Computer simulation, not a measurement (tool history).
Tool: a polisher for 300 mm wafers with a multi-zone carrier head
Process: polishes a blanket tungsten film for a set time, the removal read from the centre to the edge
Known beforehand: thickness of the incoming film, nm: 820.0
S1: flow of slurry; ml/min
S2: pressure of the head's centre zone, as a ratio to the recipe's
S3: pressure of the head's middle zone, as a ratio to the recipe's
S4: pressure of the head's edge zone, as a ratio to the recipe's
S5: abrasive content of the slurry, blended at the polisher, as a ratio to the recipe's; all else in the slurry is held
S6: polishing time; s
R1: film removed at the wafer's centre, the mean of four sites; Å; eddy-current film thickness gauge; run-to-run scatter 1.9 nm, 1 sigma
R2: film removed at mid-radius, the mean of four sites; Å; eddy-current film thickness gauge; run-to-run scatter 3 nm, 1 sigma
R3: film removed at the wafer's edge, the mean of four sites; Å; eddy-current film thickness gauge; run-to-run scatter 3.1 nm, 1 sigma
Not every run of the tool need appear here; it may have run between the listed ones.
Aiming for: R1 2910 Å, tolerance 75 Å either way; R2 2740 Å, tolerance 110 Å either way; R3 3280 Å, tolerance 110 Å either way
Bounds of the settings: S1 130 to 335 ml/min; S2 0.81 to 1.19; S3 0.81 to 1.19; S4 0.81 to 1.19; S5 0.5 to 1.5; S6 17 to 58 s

{"run": 1, "hour": 0.0, "S1": 215, "S2": 1, "S3": 1, "S4": 1, "S5": 1, "S6": 37, "R1": 2349, "R2": 2227.6, "R3": 2355.5}
{"run": 2, "hour": 2.7, "S1": 215, "S2": 1, "S3": 1, "S4": 1, "S5": 1, "S6": 29, "R1": 1830.2, "R2": 1739, "R3": 1830}
{"run": 3, "hour": 10.4, "S1": 215, "S2": 0.99, "S3": 0.99, "S4": 1.05, "S5": 1.15, "S6": 33, "R1": 2144.4, "R2": 2092.4, "R3": 2183.3}
{"run": 4, "hour": 11.4, "S1": 205, "S2": 0.97, "S3": 0.94, "S4": 1.08, "S5": 1.25, "S6": 36, "R1": 2294, "R2": 2173.3, "R3": 2437.2}
{"run": 5, "hour": 19.8, "S1": 205, "S2": 0.97, "S3": 1.02, "S4": 1.08, "S5": 1.25, "S6": 36, "R1": 2278, "R2": 2344, "R3": 2461.7}
{"run": 6, "hour": 27.9, "S1": 205, "S2": 0.97, "S3": 1.02, "S4": 1.08, "S5": 1.25, "S6": 30, "R1": 1924.8, "R2": 1941.6, "R3": 2059.7}
{"run": 7, "hour": 32.2, "S1": 185, "S2": 0.97, "S3": 0.99, "S4": 1.11, "S5": 1.3, "S6": 34, "R1": 2171.4, "R2": 2116.7, "R3": 2324.1}
{"hour": 36.3, "done": "worn pad replaced by a new one"}
{"run": 8, "hour": 36.3, "S1": 245, "S2": 0.93, "S3": 0.91, "S4": 1.19, "S5": 1.5, "S6": 44, "R1": 3170.5, "R2": 3007.7, "R3": 3650.2}
{"run": 9, "hour": 37.6, "S1": 225, "S2": 0.93, "S3": 0.91, "S4": 1.17, "S5": 1.5, "S6": 44, "R1": 3159.3, "R2": 2955.3, "R3": 3681.9}
{"run": 10, "hour": 44.3, "S1": 220, "S2": 0.93, "S3": 0.91, "S4": 1.14, "S5": 1.45, "S6": 44, "R1": 3061.7, "R2": 2961.3, "R3": 3574.8}
{"run": 11, "hour": 46.5, "S1": 210, "S2": 0.94, "S3": 0.91, "S4": 1.13, "S5": 1.4, "S6": 44, "R1": 3066.2, "R2": 2934.7, "R3": 3455.6}
{"run": 12, "hour": 48.1, "S1": 210, "S2": 0.94, "S3": 0.91, "S4": 1.13, "S5": 1.4, "S6": 44, "R1": 3099.9, "R2": 2865.8, "R3": 3496}
{"run": 13, "hour": 54.3, "S1": 205, "S2": 0.94, "S3": 0.91, "S4": 1.12, "S5": 1.35, "S6": 44, "R1": 3020.3, "R2": 2860.1, "R3": 3452.4}
{"run": 14, "hour": 62.1, "S1": 175, "S2": 0.95, "S3": 0.88, "S4": 1.05, "S5": 1.3, "S6": 44, "R1": 3022.6, "R2": 2776.8, "R3": 3246.6}

Pick the move, out of 5, that brings all results within their allowed miss; only one does.
{"run": "A", "hour": 69.9, "S1": 150, "S2": 1, "S3": 0.87, "S4": 1.08, "S5": 1.25, "S6": 44, "R1": "?", "R2": "?", "R3": "?"}
{"run": "B", "hour": 69.9, "S1": 190, "S2": 0.91, "S3": 0.86, "S4": 1.04, "S5": 1.2, "S6": 45, "R1": "?", "R2": "?", "R3": "?"}
{"run": "C", "hour": 69.9, "S1": 185, "S2": 0.97, "S3": 0.88, "S4": 1.04, "S5": 1.5, "S6": 43, "R1": "?", "R2": "?", "R3": "?"}
{"run": "D", "hour": 69.9, "S1": 145, "S2": 0.9, "S3": 0.96, "S4": 0.95, "S5": 1.05, "S6": 48, "R1": "?", "R2": "?", "R3": "?"}
{"run": "E", "hour": 69.9, "S1": 205, "S2": 0.97, "S3": 0.88, "S4": 1.14, "S5": 1.5, "S6": 42, "R1": "?", "R2": "?", "R3": "?"}

move=A R1=3066.8 R2=2591.4 R3=3220.2
move=B R1=2920.4 R2=2680 R3=3272.9
move=C R1=3115.1 R2=2731.6 R3=3276
move=D R1=2886.1 R2=2945.4 R3=3166.2
move=E R1=3082.8 R2=2699 R3=3380.3
A: misses by more than the last run did
B: every result lands within tolerance
C: misses by more than the last run did
D: brings the result that was furthest off to its target, and leaves another outside
E: misses by more than the last run did
The move that meets every target is B.
